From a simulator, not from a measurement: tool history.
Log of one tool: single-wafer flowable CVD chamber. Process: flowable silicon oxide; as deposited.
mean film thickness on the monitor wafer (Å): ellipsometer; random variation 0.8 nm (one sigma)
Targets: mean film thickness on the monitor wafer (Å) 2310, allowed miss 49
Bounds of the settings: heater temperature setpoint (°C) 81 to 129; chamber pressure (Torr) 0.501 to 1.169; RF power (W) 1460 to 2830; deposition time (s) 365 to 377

| run | hour | heater temperature setpoint (°C) | chamber pressure (Torr) | RF power (W) | deposition time (s) | mean film thickness on the monitor wafer (Å) |
|---|---|---|---|---|---|---|
| 1 | 0 | 105 | 0.835 | 2145 | 365 | 1993.9 |
| 2 | 1.9 | 104 | 0.835 | 2145 | 365 | 2072.9 |
| 3 | 7.8 | 104 | 0.835 | 2145 | 377 | 2146.5 |
| 4 | 16.5 | 104 | 0.835 | 2145 | 377 | 2148.9 |
| 5 | 22.9 | 104 | 0.783 | 2145 | 377 | 2011.6 |
| 6 | 27.8 | 104 | 0.67 | 2145 | 377 | 1732.8 |
| 7 | 36.6 | 101 | 0.671 | 2145 | 377 | 1946.6 |
| 8 | 39.1 | 99 | 0.671 | 2145 | 377 | 2098.7 |
| 9 | 45.3 | 98 | 0.671 | 2145 | 377 | 2178.7 |

4 next moves are on the table. One of them brings every result within its allowed miss. Which?
| A | 51.5 | 99 | 0.7 | 2225 | 377 | ? |
| B | 51.5 | 99 | 0.758 | 2530 | 365 | ? |
| C | 51.5 | 92 | 0.533 | 2210 | 365 | ? |
| D | 51.5 | 94 | 0.633 | 2355 | 376 | ? |

| move | mean film thickness on the monitor wafer (Å) |
|---|---|
| A | 2206.7 |
| B | 2340.5 |
| C | 2149.3 |
| D | 2426 |
A: nearer than the last run, and not there yet
B: meets every target
C: further off than the last run
D: takes the result that was furthest off past its target
The right move is B.

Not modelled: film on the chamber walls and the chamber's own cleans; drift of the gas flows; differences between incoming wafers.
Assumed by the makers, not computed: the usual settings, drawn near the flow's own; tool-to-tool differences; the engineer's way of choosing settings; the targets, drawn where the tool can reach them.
